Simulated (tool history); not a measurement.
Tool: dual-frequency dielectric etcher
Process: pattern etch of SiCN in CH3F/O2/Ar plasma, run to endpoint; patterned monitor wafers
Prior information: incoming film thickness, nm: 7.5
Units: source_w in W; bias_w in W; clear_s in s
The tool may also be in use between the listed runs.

Run 1, hour 0: source_w 350 W, bias_w 73 W. Result: clear_s 22.672 s.
Run 2, hour 2.5: source_w 350 W, bias_w 81 W. Result: clear_s 21.945 s.
Run 3, hour 6.2: source_w 330 W, bias_w 78 W. Result: clear_s 22.683 s.
Run 4, hour 15.1: source_w 360 W, bias_w 78 W. Result: clear_s 21.826 s.
Run 5, hour 17.7: source_w 360 W, bias_w 73 W. Result: clear_s 22.157 s.
Run 6, hour 26.6: source_w 330 W, bias_w 73 W. Result: clear_s 23.056 s.

For run 7, what comes out?
Run 7, hour 32.7: source_w 310 W, bias_w 71 W. Result: clear_s ?.

Run 7 came out at clear_s 24.263 s.
